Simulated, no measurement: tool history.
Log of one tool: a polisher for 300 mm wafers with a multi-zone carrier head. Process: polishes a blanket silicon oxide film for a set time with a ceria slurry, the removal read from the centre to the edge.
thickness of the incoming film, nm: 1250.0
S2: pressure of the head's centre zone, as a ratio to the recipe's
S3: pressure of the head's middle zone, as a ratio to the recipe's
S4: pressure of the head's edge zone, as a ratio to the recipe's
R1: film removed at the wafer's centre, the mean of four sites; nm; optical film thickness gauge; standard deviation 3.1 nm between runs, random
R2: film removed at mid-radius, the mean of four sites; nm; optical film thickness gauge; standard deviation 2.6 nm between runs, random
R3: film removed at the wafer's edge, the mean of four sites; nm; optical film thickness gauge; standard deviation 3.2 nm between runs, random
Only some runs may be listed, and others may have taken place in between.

run 1 hour=0 | flow_of_slurry_(ml/min)=155 S2=1 S3=1 S4=1 polishing_time_(s)=59 | R1=438.37 R2=445.87 R3=452.73
run 2 hour=7.2 | flow_of_slurry_(ml/min)=155 S2=1 S3=1 S4=1 polishing_time_(s)=65 | R1=482.88 R2=487.57 R3=497.92
run 3 hour=11.3 | flow_of_slurry_(ml/min)=170 S2=1 S3=1 S4=1 polishing_time_(s)=65 | R1=487.91 R2=497.58 R3=502.1
run 4 hour=13.7 | flow_of_slurry_(ml/min)=170 S2=1 S3=1 S4=0.94 polishing_time_(s)=65 | R1=493.57 R2=498.81 R3=494.27
run 5 hour=17 | flow_of_slurry_(ml/min)=170 S2=1 S3=1 S4=1 polishing_time_(s)=65 | R1=503.37 R2=497.01 R3=502.57
run 6 hour=20.4 | flow_of_slurry_(ml/min)=175 S2=0.99 S3=0.99 S4=0.98 polishing_time_(s)=60 | R1=444.26 R2=456.08 R3=463.27
run 7 hour=23 | flow_of_slurry_(ml/min)=130 S2=1 S3=0.94 S4=0.88 polishing_time_(s)=48 | R1=342.73 R2=334.37 R3=336.38
run 8 hour=30.6 | flow_of_slurry_(ml/min)=135 S2=0.99 S3=0.95 S4=0.89 polishing_time_(s)=48 | R1=342.6 R2=338.58 R3=334.34

Forecast run 9:
run 9 hour=34 | flow_of_slurry_(ml/min)=135 S2=0.98 S3=0.95 S4=0.91 polishing_time_(s)=48 | R1=? R2=? R3=?

Run 9 yielded R1 334.82 nm, R2 340.01 nm, R3 343.48 nm.
